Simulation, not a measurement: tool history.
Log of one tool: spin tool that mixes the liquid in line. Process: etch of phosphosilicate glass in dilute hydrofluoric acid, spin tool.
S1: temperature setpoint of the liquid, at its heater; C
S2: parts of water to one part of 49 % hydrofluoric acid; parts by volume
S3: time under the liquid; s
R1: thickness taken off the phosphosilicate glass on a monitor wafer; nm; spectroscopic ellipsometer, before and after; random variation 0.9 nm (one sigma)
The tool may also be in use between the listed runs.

| run | hour | S1 | S2 | S3 | R1 |
|---|---|---|---|---|---|
| 1 | 0 | 22 | 70 | 130 | 102.6 |
| 2 | 6.2 | 23 | 70 | 130 | 105.66 |
| 3 | 11.2 | 23 | 70 | 140 | 113.38 |
| 4 | 12.2 | 23.5 | 70 | 140 | 118.28 |
| 5 | 17.5 | 24 | 70 | 140 | 119.89 |
| 6 | 26.3 | 24 | 70 | 130 | 110.21 |
| 7 | 32.4 | 24.5 | 70 | 130 | 112.88 |

Run 8 comes next. What will it give?
| 8 | 37.3 | 28.5 | 65 | 130 | ? |

Run 8 gave R1 142.41 nm.
